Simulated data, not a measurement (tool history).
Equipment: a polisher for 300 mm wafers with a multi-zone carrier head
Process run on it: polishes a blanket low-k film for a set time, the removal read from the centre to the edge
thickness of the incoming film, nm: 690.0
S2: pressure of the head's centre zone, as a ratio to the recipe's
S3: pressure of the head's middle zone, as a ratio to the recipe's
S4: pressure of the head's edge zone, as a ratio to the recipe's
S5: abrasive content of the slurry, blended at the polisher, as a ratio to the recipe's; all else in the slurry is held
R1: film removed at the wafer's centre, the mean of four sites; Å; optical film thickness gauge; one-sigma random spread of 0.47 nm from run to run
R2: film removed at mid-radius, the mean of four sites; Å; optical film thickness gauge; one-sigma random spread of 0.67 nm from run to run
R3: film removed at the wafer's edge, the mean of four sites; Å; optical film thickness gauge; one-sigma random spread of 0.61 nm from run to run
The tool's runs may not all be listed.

Run 1, day 0: flow of slurry (ml/min) 130, S2 1, S3 1, S4 1, S5 1, polishing time (s) 73. Result: R1 423.87 Å, R2 428.53 Å, R3 431.84 Å.
Run 2, day 0.358: flow of slurry (ml/min) 100, S2 1, S3 1, S4 1, S5 1, polishing time (s) 73. Result: R1 384.96 Å, R2 401.55 Å, R3 404.12 Å.
Run 3, day 0.45: flow of slurry (ml/min) 110, S2 1, S3 1.02, S4 1.02, S5 1.05, polishing time (s) 73. Result: R1 402.77 Å, R2 427.81 Å, R3 425.11 Å.
Run 4, day 0.683: flow of slurry (ml/min) 90, S2 1, S3 1.02, S4 1.02, S5 1.05, polishing time (s) 73. Result: R1 373.13 Å, R2 397.13 Å, R3 412.96 Å.
Run 5, day 0.862: flow of slurry (ml/min) 90, S2 1.04, S3 1.02, S4 1.02, S5 1.05, polishing time (s) 73. Result: R1 389.4 Å, R2 403.6 Å, R3 413.09 Å.
Run 6, day 0.925: flow of slurry (ml/min) 80, S2 1.04, S3 1.02, S4 1.02, S5 1.05, polishing time (s) 73. Result: R1 372.89 Å, R2 387.15 Å, R3 396.04 Å.
Run 7, day 1: flow of slurry (ml/min) 95, S2 1.03, S3 1.04, S4 1.04, S5 1.1, polishing time (s) 73. Result: R1 410.47 Å, R2 425.84 Å, R3 417.96 Å.
Run 8, day 1.129: flow of slurry (ml/min) 105, S2 1, S3 1.04, S4 1.05, S5 1.15, polishing time (s) 74. Result: R1 417.66 Å, R2 453.64 Å, R3 452.11 Å.
Run 9, day 1.254: flow of slurry (ml/min) 115, S2 0.99, S3 1.05, S4 1.06, S5 1.15, polishing time (s) 74. Result: R1 423.59 Å, R2 467.79 Å, R3 459.17 Å.
Run 10, day 1.538: flow of slurry (ml/min) 125, S2 0.98, S3 1.05, S4 1.07, S5 1.2, polishing time (s) 74. Result: R1 441.45 Å, R2 486.32 Å, R3 484.62 Å.
Run 11, day 1.796: flow of slurry (ml/min) 135, S2 0.98, S3 1.06, S4 1.08, S5 1.2, polishing time (s) 74. Result: R1 447.95 Å, R2 502.18 Å, R3 482.81 Å.
Run 12, day 1.883: flow of slurry (ml/min) 140, S2 0.97, S3 1.06, S4 1.09, S5 1.25, polishing time (s) 74. Result: R1 459.42 Å, R2 517.05 Å, R3 495.06 Å.
Run 13, day 1.938: flow of slurry (ml/min) 165, S2 0.96, S3 1.11, S4 1.19, S5 1.5, polishing time (s) 76. Result: R1 517.34 Å, R2 602.55 Å, R3 586.83 Å.
Run 14, day 2.079: flow of slurry (ml/min) 170, S2 0.96, S3 1.11, S4 1.19, S5 1.5, polishing time (s) 76. Result: R1 516.72 Å, R2 617.65 Å, R3 594.84 Å.

Run 15 is up next; what results do you expect?
Run 15, day 2.258: flow of slurry (ml/min) 170, S2 0.97, S3 1.11, S4 1.19, S5 1.5, polishing time (s) 76. Result: R1 ?, R2 ?, R3 ?.

R1: 535.61 Å
R2: 610.1 Å
R3: 594.5 Å
